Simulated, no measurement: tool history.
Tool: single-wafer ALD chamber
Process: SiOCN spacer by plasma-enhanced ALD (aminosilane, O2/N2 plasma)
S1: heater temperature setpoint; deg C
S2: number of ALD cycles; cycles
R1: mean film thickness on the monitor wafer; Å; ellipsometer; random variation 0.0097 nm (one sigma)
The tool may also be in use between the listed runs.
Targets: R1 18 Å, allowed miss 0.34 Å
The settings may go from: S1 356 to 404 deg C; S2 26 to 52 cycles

run  hour   S1  S2      R1
  1     0  380  39  21.157
  2   5.1  380  35  19.016
  3  11.3  371  35  19.053
  4  14.4  371  34  18.484
  5  21.6  371  32  17.323
  6  25.9  371  36  19.566
  7    30  371  35  19.138
  8  31.9  371  34  18.599

5 next moves are on the table. One of them brings every result within its allowed miss. Which?
  A  33.8  377  37   ?
  B  33.8  378  34   ?
  C  33.8  370  33   ?
  D  33.8  363  32   ?
  E  33.8  378  36   ?

move      R1
   A  20.192
   B  18.555
   C  18.009
   D  17.463
   E  19.646
A: further off than the last run
B: nearer than the last run, and not there yet
C: meets every target
D: takes the result that was furthest off past its target
E: further off than the last run
The right move is C.

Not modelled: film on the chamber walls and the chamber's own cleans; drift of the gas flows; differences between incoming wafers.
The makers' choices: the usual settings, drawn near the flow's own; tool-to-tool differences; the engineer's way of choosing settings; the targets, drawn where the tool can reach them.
